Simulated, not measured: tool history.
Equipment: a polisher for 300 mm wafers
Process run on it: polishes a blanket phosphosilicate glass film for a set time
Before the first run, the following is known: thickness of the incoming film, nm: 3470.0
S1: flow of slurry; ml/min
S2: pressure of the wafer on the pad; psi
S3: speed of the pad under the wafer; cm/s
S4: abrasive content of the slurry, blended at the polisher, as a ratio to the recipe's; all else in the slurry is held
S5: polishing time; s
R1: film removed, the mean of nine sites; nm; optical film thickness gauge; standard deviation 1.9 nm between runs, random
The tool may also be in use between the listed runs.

run	day	S1	S2	S3	S4	S5	R1
1	0.000	245	2.7	106	1.0	39	304.04
2	0.258	240	2.6	106	1.0	39	294.60
3	0.367	240	2.6	106	0.9	39	285.67
4	0.538	240	2.2	106	0.9	39	241.29
5	0.746	240	1.7	106	0.9	39	186.49
6	1.021	240	1.9	106	0.9	39	209.04
7	1.383	240	2.0	106	0.9	39	220.35

The next listed run, before its measurement:
8	1.712	240	2.1	106	0.9	39	?

Run 8 gave R1 230.66 nm.

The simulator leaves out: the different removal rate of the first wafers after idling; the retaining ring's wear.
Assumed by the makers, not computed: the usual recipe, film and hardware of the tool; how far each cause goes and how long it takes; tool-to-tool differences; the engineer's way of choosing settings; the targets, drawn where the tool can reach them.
